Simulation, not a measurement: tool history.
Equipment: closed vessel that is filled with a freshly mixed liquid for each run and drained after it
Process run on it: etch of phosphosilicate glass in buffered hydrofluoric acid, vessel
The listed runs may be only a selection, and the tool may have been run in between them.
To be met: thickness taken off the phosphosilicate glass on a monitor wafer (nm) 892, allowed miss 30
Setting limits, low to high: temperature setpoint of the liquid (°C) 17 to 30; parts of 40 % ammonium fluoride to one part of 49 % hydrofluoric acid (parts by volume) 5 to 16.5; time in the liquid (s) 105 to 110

| run | hour | temperature setpoint of the liquid (°C) | parts of 40 % ammonium fluoride to one part of 49 % hydrofluoric acid (parts by volume) | time in the liquid (s) | thickness taken off the phosphosilicate glass on a monitor wafer (nm) |
|---|---|---|---|---|---|
| 1 | 0 | 22 | 10 | 105 | 624.29 |
| 2 | 2.3 | 22 | 10 | 110 | 647.79 |
| 3 | 7.4 | 22 | 10 | 105 | 617.77 |
| 4 | 10.6 | 23.5 | 10 | 105 | 664.53 |
| 5 | 15 | 24.5 | 10 | 105 | 709.4 |
|  | 21.5 | thermometer replaced |
| 6 | 21.5 | 21.5 | 10 | 105 | 563.26 |
| 7 | 28 | 25.5 | 10 | 105 | 700.78 |
| 8 | 34.9 | 26.5 | 10 | 105 | 738.8 |
| 9 | 37.8 | 27 | 10 | 105 | 762.07 |

Which of these 5 next moves meets every target?
| A | 40.7 | 24 | 9 | 105 | ? |
| B | 40.7 | 27.5 | 11 | 105 | ? |
| C | 40.7 | 25.5 | 8.5 | 110 | ? |
| D | 40.7 | 29.5 | 10.5 | 105 | ? |
| E | 40.7 | 26.5 | 8.5 | 110 | ? |

| move | thickness taken off the phosphosilicate glass on a monitor wafer (nm) |
|---|---|
| A | 693.23 |
| B | 714.11 |
| C | 838.21 |
| D | 830.67 |
| E | 884.51 |
A: its largest miss is bigger than the last run's
B: its largest miss is bigger than the last run's
C: gains on the last run, yet a result remains outside its allowed miss
D: gains on the last run, yet a result remains outside its allowed miss
E: each result inside its tolerance
The move that meets every target is E.
